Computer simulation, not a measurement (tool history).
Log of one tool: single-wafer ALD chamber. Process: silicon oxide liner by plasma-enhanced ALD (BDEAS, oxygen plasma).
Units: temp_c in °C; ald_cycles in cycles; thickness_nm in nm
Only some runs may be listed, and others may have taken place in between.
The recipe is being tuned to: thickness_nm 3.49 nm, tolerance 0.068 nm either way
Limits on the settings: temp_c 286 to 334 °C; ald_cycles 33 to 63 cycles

run 1 hour=0 | temp_c=310 ald_cycles=48 | thickness_nm=4.4539
run 2 hour=4.6 | temp_c=310 ald_cycles=46 | thickness_nm=4.2922
run 3 hour=5.3 | temp_c=301 ald_cycles=46 | thickness_nm=4.3698
run 4 hour=8.5 | temp_c=292 ald_cycles=46 | thickness_nm=4.4725
run 5 hour=15.6 | temp_c=292 ald_cycles=41 | thickness_nm=3.9957
run 6 hour=16.4 | temp_c=294 ald_cycles=40 | thickness_nm=3.8987
run 7 hour=21.1 | temp_c=295 ald_cycles=39 | thickness_nm=3.7477
run 8 hour=28.1 | temp_c=296 ald_cycles=39 | thickness_nm=3.7735
run 9 hour=29.2 | temp_c=297 ald_cycles=39 | thickness_nm=3.737
run 10 hour=34.6 | temp_c=298 ald_cycles=39 | thickness_nm=3.7406
run 11 hour=39.4 | temp_c=299 ald_cycles=39 | thickness_nm=3.7216
run 12 hour=47.4 | temp_c=300 ald_cycles=39 | thickness_nm=3.7026
run 13 hour=48.9 | temp_c=301 ald_cycles=39 | thickness_nm=3.67
-- hour=55.2 thermocouple changed; heater temperature recalibrated
run 14 hour=55.2 | temp_c=302 ald_cycles=39 | thickness_nm=3.6524
run 15 hour=59.4 | temp_c=303 ald_cycles=39 | thickness_nm=3.6642
run 16 hour=61.8 | temp_c=304 ald_cycles=39 | thickness_nm=3.6524
run 17 hour=70.3 | temp_c=305 ald_cycles=39 | thickness_nm=3.6145
run 18 hour=73.3 | temp_c=306 ald_cycles=39 | thickness_nm=3.6707

Exercise: of the 4 proposed moves below, exactly one satisfies all targets within the stated allowed misses. Which move is it?
run A hour=76.3 | temp_c=312 ald_cycles=42 | thickness_nm=?
run B hour=76.3 | temp_c=312 ald_cycles=38 | thickness_nm=?
run C hour=76.3 | temp_c=311 ald_cycles=39 | thickness_nm=?
run D hour=76.3 | temp_c=317 ald_cycles=40 | thickness_nm=?

move=A thickness_nm=3.8783
move=B thickness_nm=3.5089
move=C thickness_nm=3.6058
move=D thickness_nm=3.6705
A: further off than the last run
B: all results in spec
C: nearer the targets than the last run, but a result is still out of spec
D: neither nearer nor further off than the last run
The move that meets every target is B.
